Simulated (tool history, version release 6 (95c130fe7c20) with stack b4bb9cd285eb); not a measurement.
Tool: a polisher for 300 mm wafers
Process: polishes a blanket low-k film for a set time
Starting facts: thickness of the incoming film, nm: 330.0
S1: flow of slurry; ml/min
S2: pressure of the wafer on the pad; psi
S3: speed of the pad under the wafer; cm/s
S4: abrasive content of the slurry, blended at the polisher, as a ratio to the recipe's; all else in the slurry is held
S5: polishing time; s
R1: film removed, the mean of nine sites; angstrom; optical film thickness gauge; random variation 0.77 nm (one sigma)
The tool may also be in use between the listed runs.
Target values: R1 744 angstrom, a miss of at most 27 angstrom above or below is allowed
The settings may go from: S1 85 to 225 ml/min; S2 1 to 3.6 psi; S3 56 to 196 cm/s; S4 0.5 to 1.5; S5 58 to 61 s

Run 1, hour 0: S1 145 ml/min, S2 2.3 psi, S3 126 cm/s, S4 1, S5 58 s. Result: R1 416.65 angstrom.
Run 2, hour 5.4: S1 145 ml/min, S2 2.7 psi, S3 126 cm/s, S4 1, S5 58 s. Result: R1 469.58 angstrom.
Run 3, hour 6.9: S1 130 ml/min, S2 2.7 psi, S3 126 cm/s, S4 1, S5 58 s. Result: R1 465.81 angstrom.
Run 4, hour 12.9: S1 130 ml/min, S2 2.3 psi, S3 126 cm/s, S4 1, S5 58 s. Result: R1 404.24 angstrom.
Run 5, hour 14.6: S1 135 ml/min, S2 2.6 psi, S3 130 cm/s, S4 1, S5 58 s. Result: R1 455.99 angstrom.
Run 6, hour 20.9: S1 140 ml/min, S2 2.8 psi, S3 134 cm/s, S4 1, S5 58 s. Result: R1 507.12 angstrom.
Run 7, hour 28.6: S1 145 ml/min, S2 3 psi, S3 136 cm/s, S4 1, S5 58 s. Result: R1 556.57 angstrom.
Run 8, hour 31.1: S1 155 ml/min, S2 3.6 psi, S3 142 cm/s, S4 1, S5 58 s. Result: R1 694.05 angstrom.

Of the 5 settings listed for the next run, only one would bring every result within its allowed miss of target. Which one?
Run A, hour 33.6: S1 160 ml/min, S2 3.6 psi, S3 138 cm/s, S4 0.95, S5 59 s. Result: R1 ?.
Run B, hour 33.6: S1 155 ml/min, S2 3.5 psi, S3 144 cm/s, S4 0.9, S5 60 s. Result: R1 ?.
Run C, hour 33.6: S1 150 ml/min, S2 3.4 psi, S3 144 cm/s, S4 1.05, S5 58 s. Result: R1 ?.
Run D, hour 33.6: S1 145 ml/min, S2 3.6 psi, S3 132 cm/s, S4 1.1, S5 59 s. Result: R1 ?.
Run E, hour 33.6: S1 215 ml/min, S2 3.5 psi, S3 144 cm/s, S4 1.05, S5 58 s. Result: R1 ?.

move      R1
   A  687.15
   B  679.89
   C  687.32
   D  703.46
   E  740.39
A: its largest miss is bigger than the last run's
B: its largest miss is bigger than the last run's
C: its largest miss is bigger than the last run's
D: nearer than the last run, and not there yet
E: meets every target
Correct choice: E, which meets every target
